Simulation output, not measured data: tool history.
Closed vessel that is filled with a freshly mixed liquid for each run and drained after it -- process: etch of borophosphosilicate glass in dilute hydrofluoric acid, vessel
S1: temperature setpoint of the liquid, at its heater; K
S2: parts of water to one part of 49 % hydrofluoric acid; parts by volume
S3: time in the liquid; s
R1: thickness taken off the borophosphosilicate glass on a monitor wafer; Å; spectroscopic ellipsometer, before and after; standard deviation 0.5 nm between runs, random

run 1 hour=0.0 | S1=293.15 S2=215 S3=500 | R1=814.51
run 2 hour=2.4 | S1=294.65 S2=210 S3=500 | R1=886.46
run 3 hour=4.7 | S1=294.65 S2=160 S3=500 | R1=1223.30
run 4 hour=9.0 | S1=293.15 S2=160 S3=500 | R1=1146.20
run 5 hour=14.2 | S1=293.65 S2=160 S3=500 | R1=1168.70
run 6 hour=21.1 | S1=294.15 S2=160 S3=500 | R1=1203.20

Run 7, settings as shown, results not yet in. Your forecast:
run 7 hour=29.0 | S1=294.15 S2=160 S3=500 | R1=?

Run 7 gave R1 1202.50 Å.

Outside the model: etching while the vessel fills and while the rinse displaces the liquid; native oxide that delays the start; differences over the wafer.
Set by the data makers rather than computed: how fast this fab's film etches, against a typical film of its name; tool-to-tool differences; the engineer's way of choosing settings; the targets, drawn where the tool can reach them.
